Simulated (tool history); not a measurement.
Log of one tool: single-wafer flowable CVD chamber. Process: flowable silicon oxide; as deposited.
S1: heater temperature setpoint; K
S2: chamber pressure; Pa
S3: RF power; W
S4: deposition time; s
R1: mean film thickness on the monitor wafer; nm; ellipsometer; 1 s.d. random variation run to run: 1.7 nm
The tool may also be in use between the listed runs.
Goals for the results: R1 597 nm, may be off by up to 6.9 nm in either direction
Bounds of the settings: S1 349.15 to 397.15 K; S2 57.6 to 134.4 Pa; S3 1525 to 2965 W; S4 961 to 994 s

{"run": 1, "day": 0.0, "S1": 373.15, "S2": 96, "S3": 2245, "S4": 961, "R1": 525.52}
{"run": 2, "day": 0.2, "S1": 373.15, "S2": 96, "S3": 1970, "S4": 961, "R1": 513.41}
{"run": 3, "day": 0.45, "S1": 371.15, "S2": 96, "S3": 1970, "S4": 961, "R1": 552.69}
{"run": 4, "day": 0.55, "S1": 371.15, "S2": 81.5, "S3": 1970, "S4": 961, "R1": 470.49}
{"run": 5, "day": 0.729, "S1": 371.15, "S2": 81.5, "S3": 1675, "S4": 961, "R1": 456.56}
{"run": 6, "day": 0.829, "S1": 379.15, "S2": 81.5, "S3": 1675, "S4": 961, "R1": 335.24}
{"run": 7, "day": 0.983, "S1": 374.15, "S2": 81.5, "S3": 1675, "S4": 961, "R1": 406.05}
{"run": 8, "day": 1.2, "S1": 370.15, "S2": 81.5, "S3": 1675, "S4": 961, "R1": 472.02}
{"run": 9, "day": 1.342, "S1": 362.15, "S2": 81.5, "S3": 1675, "S4": 961, "R1": 635.39}
{"run": 10, "day": 1.571, "S1": 363.15, "S2": 81.5, "S3": 1675, "S4": 961, "R1": 610.12}

Which one of the following 4 next-run settings gets every result inside its allowed miss? There is exactly one.
{"run": "A", "day": 1.8, "S1": 361.15, "S2": 80.9, "S3": 1560, "S4": 961, "R1": "?"}
{"run": "B", "day": 1.8, "S1": 363.15, "S2": 80.3, "S3": 1670, "S4": 981, "R1": "?"}
{"run": "C", "day": 1.8, "S1": 357.15, "S2": 64.9, "S3": 1770, "S4": 994, "R1": "?"}
{"run": "D", "day": 1.8, "S1": 364.15, "S2": 83.2, "S3": 1525, "S4": 979, "R1": "?"}

move=A R1=635.43
move=B R1=613.17
move=C R1=636.88
move=D R1=596.55
A: further off than the last run
B: further off than the last run
C: further off than the last run
D: in spec on every target
Correct choice: D, which meets every target

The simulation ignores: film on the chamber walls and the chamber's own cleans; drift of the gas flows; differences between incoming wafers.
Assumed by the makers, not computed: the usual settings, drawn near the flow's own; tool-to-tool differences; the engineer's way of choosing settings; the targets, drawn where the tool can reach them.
